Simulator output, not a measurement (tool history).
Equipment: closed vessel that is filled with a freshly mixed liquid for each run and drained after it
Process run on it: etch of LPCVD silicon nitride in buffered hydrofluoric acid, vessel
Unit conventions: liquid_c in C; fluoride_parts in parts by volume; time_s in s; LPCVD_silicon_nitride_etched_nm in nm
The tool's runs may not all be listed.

run,hour,liquid_c,fluoride_parts,time_s,LPCVD_silicon_nitride_etched_nm
1,0,25,15,515,5.9206
2,8.4,23,15,515,5.2833
3,9.9,26,13.5,515,6.8668
4,16.6,24.5,13.5,515,6.3645
5,21,27,12.5,515,7.8176
6,28.8,27,10,515,9.7397
7,32.8,28,10,515,10.289
8,34.1,29,10,515,10.865

What does the tool deliver on the next run?
9,40.5,29.5,10,515,?

LPCVD_silicon_nitride_etched_nm: 11.124 nm

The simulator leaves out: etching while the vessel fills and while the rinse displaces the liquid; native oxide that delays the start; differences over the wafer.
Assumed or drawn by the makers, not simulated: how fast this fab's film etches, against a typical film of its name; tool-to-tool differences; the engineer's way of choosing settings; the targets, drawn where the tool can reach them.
